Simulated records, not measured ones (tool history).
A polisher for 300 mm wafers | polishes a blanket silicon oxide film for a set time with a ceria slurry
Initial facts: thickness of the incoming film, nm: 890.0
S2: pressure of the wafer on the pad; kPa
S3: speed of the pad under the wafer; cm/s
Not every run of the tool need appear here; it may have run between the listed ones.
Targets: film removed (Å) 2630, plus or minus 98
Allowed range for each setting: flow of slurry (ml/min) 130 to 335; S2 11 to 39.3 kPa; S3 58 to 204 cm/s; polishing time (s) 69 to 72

Run 1, hour 0: flow of slurry (ml/min) 215, S2 24.8 kPa, S3 130 cm/s, polishing time (s) 69. Result: film removed (Å) 4686.7.
Run 2, hour 6.8: flow of slurry (ml/min) 250, S2 24.8 kPa, S3 130 cm/s, polishing time (s) 69. Result: film removed (Å) 4662.3.
Run 3, hour 7.7: flow of slurry (ml/min) 250, S2 21.4 kPa, S3 128 cm/s, polishing time (s) 69. Result: film removed (Å) 4090.3.
Run 4, hour 16.4: flow of slurry (ml/min) 250, S2 18.6 kPa, S3 126 cm/s, polishing time (s) 69. Result: film removed (Å) 3517.2.
Run 5, hour 21.4: flow of slurry (ml/min) 250, S2 16.5 kPa, S3 126 cm/s, polishing time (s) 69. Result: film removed (Å) 3129.7.
Run 6, hour 22.3: flow of slurry (ml/min) 250, S2 15.9 kPa, S3 126 cm/s, polishing time (s) 69. Result: film removed (Å) 2976.6.
Run 7, hour 27.1: flow of slurry (ml/min) 245, S2 15.2 kPa, S3 126 cm/s, polishing time (s) 69. Result: film removed (Å) 2859.6.
Run 8, hour 32.9: flow of slurry (ml/min) 235, S2 15.2 kPa, S3 126 cm/s, polishing time (s) 69. Result: film removed (Å) 2883.
Run 9, hour 34.9: flow of slurry (ml/min) 235, S2 12.4 kPa, S3 126 cm/s, polishing time (s) 69. Result: film removed (Å) 2344.2.
Run 10, hour 36.3: flow of slurry (ml/min) 245, S2 12.4 kPa, S3 126 cm/s, polishing time (s) 69. Result: film removed (Å) 2347.3.
Run 11, hour 45: flow of slurry (ml/min) 250, S2 13.1 kPa, S3 126 cm/s, polishing time (s) 69. Result: film removed (Å) 2519.7.
Run 12, hour 49.6: flow of slurry (ml/min) 255, S2 13.1 kPa, S3 126 cm/s, polishing time (s) 69. Result: film removed (Å) 2502.4.

Below are 5 possible settings for the next run. Only one of them brings all results inside the allowed miss of their targets. Which is it?
Run A, hour 54.2: flow of slurry (ml/min) 230, S2 15.2 kPa, S3 104 cm/s, polishing time (s) 72. Result: film removed (Å) ?.
Run B, hour 54.2: flow of slurry (ml/min) 225, S2 17.2 kPa, S3 98 cm/s, polishing time (s) 72. Result: film removed (Å) ?.
Run C, hour 54.2: flow of slurry (ml/min) 250, S2 13.8 kPa, S3 114 cm/s, polishing time (s) 72. Result: film removed (Å) ?.
Run D, hour 54.2: flow of slurry (ml/min) 265, S2 11 kPa, S3 136 cm/s, polishing time (s) 69. Result: film removed (Å) ?.
Run E, hour 54.2: flow of slurry (ml/min) 220, S2 13.8 kPa, S3 112 cm/s, polishing time (s) 69. Result: film removed (Å) ?.

move  film removed (Å)
   A            2428.2
   B              2586
   C            2440.9
   D            2260.4
   E            2274.2
A: moves away from the targets compared with the last run
B: every result lands within tolerance
C: moves away from the targets compared with the last run
D: moves away from the targets compared with the last run
E: moves away from the targets compared with the last run
B meets every target.
